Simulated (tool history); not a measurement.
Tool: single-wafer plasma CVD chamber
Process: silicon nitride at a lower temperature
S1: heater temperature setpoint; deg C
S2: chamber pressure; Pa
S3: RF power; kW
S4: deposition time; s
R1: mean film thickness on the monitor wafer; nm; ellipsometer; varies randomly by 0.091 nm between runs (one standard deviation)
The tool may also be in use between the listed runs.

Run 1, day 0: S1 355 deg C, S2 276 Pa, S3 0.39 kW, S4 39.5 s. Result: R1 54.389 nm.
Run 2, day 0.167: S1 355 deg C, S2 244 Pa, S3 0.365 kW, S4 39.5 s. Result: R1 49.311 nm.
Run 3, day 0.396: S1 355 deg C, S2 293 Pa, S3 0.365 kW, S4 39.5 s. Result: R1 51.701 nm.
Run 4, day 0.608: S1 355 deg C, S2 293 Pa, S3 0.365 kW, S4 40.8 s. Result: R1 53.209 nm.
Run 5, day 0.688: S1 355 deg C, S2 259 Pa, S3 0.35 kW, S4 40.8 s. Result: R1 49.67 nm.
Run 6, day 0.846: S1 355 deg C, S2 232 Pa, S3 0.345 kW, S4 40.8 s. Result: R1 47.416 nm.

Estimate the outcome of run 7 from the log above:
Run 7, day 0.975: S1 355 deg C, S2 213 Pa, S3 0.345 kW, S4 40.8 s. Result: R1 ?.

{"run 7": {"R1": 46.528}}
